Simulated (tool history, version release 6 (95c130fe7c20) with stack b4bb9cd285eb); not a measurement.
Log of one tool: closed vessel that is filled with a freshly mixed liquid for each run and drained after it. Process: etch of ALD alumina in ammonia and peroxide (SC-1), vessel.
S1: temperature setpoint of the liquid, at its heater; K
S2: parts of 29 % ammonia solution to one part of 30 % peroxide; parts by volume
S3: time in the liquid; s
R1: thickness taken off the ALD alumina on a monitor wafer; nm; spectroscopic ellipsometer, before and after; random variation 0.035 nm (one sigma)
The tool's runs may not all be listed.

run	hour	S1	S2	S3	R1
1	0.0	323.15	0.75	230	12.5550
2	2.7	323.15	0.55	230	12.2910
3	3.6	320.65	0.55	230	10.5970
4	7.4	327.65	0.55	230	15.6350
5	9.5	330.65	0.55	230	18.3620
# hour 13.3: ammonia flow meter replaced
6	13.3	330.65	0.55	250	20.1070
7	17.7	326.65	0.50	245	15.9030
8	23.7	318.65	0.35	230	9.2721
9	26.7	317.15	0.35	230	8.4103

Forecast run 10:
10	30.3	316.15	0.35	230	?

Run 10 gave R1 8.0007 nm.

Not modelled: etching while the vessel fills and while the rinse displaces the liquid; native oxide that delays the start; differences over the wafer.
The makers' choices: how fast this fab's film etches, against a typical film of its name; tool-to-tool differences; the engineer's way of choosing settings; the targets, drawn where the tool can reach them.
